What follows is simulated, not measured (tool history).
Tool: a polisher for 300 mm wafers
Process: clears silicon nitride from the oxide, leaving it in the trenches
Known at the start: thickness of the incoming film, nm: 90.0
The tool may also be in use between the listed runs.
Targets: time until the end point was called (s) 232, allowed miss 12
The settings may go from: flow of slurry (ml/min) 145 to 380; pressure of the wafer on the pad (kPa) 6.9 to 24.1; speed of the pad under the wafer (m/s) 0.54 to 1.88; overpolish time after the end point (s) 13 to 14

| run | hour | flow of slurry (ml/min) | pressure of the wafer on the pad (kPa) | speed of the pad under the wafer (m/s) | overpolish time after the end point (s) | time until the end point was called (s) |
|---|---|---|---|---|---|---|
| 1 | 0 | 245 | 15.2 | 1.2 | 13 | 100.1 |
| 2 | 2.5 | 245 | 15.2 | 1.2 | 14 | 103.05 |
| 3 | 8.6 | 245 | 13.1 | 1.1 | 14 | 124.33 |
| 4 | 10.2 | 245 | 11 | 1 | 14 | 162.84 |
| 5 | 18.8 | 245 | 9.7 | 0.98 | 14 | 183.71 |
| 6 | 27.9 | 245 | 11.7 | 0.98 | 14 | 158.26 |
| 7 | 29.2 | 245 | 11.7 | 0.98 | 14 | 158.6 |
| 8 | 32.2 | 245 | 10.3 | 0.96 | 14 | 182.97 |
| 9 | 39.6 | 245 | 9.7 | 0.96 | 14 | 192.2 |
| 10 | 40.3 | 245 | 9 | 0.96 | 14 | 205.45 |
| 11 | 46 | 245 | 6.9 | 0.94 | 14 | 259.75 |

4 next moves are on the table. One of them brings every result within its allowed miss. Which?
| A | 51.7 | 240 | 9.7 | 0.9 | 14 | ? |
| B | 51.7 | 245 | 8.3 | 0.92 | 14 | ? |
| C | 51.7 | 190 | 6.9 | 0.96 | 13 | ? |
| D | 51.7 | 235 | 6.9 | 0.94 | 14 | ? |

| move | time until the end point was called (s) |
|---|---|
| A | 204.8 |
| B | 229.88 |
| C | 264.96 |
| D | 265.33 |
A: takes the result that was furthest off past its target
B: meets every target
C: further off than the last run
D: further off than the last run
Answer: B
